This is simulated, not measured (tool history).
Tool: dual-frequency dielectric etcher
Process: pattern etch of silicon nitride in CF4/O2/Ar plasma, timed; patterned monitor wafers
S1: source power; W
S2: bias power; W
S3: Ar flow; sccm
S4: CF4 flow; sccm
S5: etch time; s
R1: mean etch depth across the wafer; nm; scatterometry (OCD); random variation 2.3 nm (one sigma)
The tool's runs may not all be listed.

Run 1, hour 0: S1 450 W, S2 65 W, S3 74 sccm, S4 74 sccm, S5 205 s. Result: R1 408.49 nm.
Run 2, hour 4.9: S1 440 W, S2 65 W, S3 74 sccm, S4 74 sccm, S5 205 s. Result: R1 403.72 nm.
Run 3, hour 13.4: S1 510 W, S2 65 W, S3 74 sccm, S4 74 sccm, S5 205 s. Result: R1 445.79 nm.
Run 4, hour 21: S1 540 W, S2 65 W, S3 74 sccm, S4 74 sccm, S5 205 s. Result: R1 469.97 nm.
Run 5, hour 27.7: S1 620 W, S2 65 W, S3 74 sccm, S4 74 sccm, S5 205 s. Result: R1 512.11 nm.
Run 6, hour 36: S1 620 W, S2 65 W, S3 69 sccm, S4 74 sccm, S5 205 s. Result: R1 524.48 nm.
Run 7, hour 39: S1 590 W, S2 64 W, S3 69 sccm, S4 74 sccm, S5 205 s. Result: R1 505.4 nm.
Run 8, hour 40.8: S1 500 W, S2 56 W, S3 71 sccm, S4 73 sccm, S5 205 s. Result: R1 417.42 nm.
Run 9, hour 42.5: S1 490 W, S2 56 W, S3 71 sccm, S4 73 sccm, S5 205 s. Result: R1 412.78 nm.
Run 10, hour 43.4: S1 490 W, S2 56 W, S3 71 sccm, S4 73 sccm, S5 205 s. Result: R1 411.85 nm.

Forecast run 11:
Run 11, hour 49.7: S1 400 W, S2 54 W, S3 71 sccm, S4 73 sccm, S5 205 s. Result: R1 ?.

Run 11 gave R1 350.03 nm.

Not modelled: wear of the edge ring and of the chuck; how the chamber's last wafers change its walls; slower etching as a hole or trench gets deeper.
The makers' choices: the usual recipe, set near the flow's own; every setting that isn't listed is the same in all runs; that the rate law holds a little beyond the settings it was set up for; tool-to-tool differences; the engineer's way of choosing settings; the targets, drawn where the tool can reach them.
